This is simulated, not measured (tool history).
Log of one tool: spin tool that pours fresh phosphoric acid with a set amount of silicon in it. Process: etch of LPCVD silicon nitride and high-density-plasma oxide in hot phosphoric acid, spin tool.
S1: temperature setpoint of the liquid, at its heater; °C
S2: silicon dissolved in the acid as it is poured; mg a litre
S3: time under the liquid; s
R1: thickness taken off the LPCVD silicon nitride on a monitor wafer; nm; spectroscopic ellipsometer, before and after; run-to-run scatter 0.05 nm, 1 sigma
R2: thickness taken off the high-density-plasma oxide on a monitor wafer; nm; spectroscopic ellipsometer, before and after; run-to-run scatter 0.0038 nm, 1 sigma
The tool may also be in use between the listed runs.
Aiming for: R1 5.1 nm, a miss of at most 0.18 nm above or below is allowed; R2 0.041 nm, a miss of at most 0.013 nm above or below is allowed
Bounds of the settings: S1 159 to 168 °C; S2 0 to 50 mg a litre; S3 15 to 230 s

run  hour   S1    S2   S3      R1        R2
  1     0  164  26.5  120  13.382   0.26839
  2   2.9  163    33   90  9.5605   0.13028
  3   6.2  162    35   75  7.8106  0.088842
  4   8.2  161    35   75  7.5293   0.10382
  5   9.6  161    27   75    7.66    0.1223
  6  16.6  161    27   45  4.5478     0.079
  7  20.5  161    33   45  4.5617  0.060907
  8  26.9  163  49.5   55  5.8616  0.037977

Exactly one of the 5 candidate moves below puts every result within its allowed miss. Which one?
  A  33.3    164    50  60   ?   ?
  B  33.3    162    41  65   ?   ?
  C  33.3    164  43.5  45   ?   ?
  D  33.3  162.5  42.5  70   ?   ?
  E  33.3  163.5    41  50   ?   ?

move      R1        R2
   A  6.6499  0.045335
   B  6.7423   0.05685
   C  4.9874  0.037418
   D  7.3826  0.056705
   E  5.4509  0.048804
A: misses by more than the last run did
B: misses by more than the last run did
C: every result within its allowed miss
D: misses by more than the last run did
E: nearer the targets than the last run, but a result is still out of spec
So the answer is move C, the one that meets all the targets.
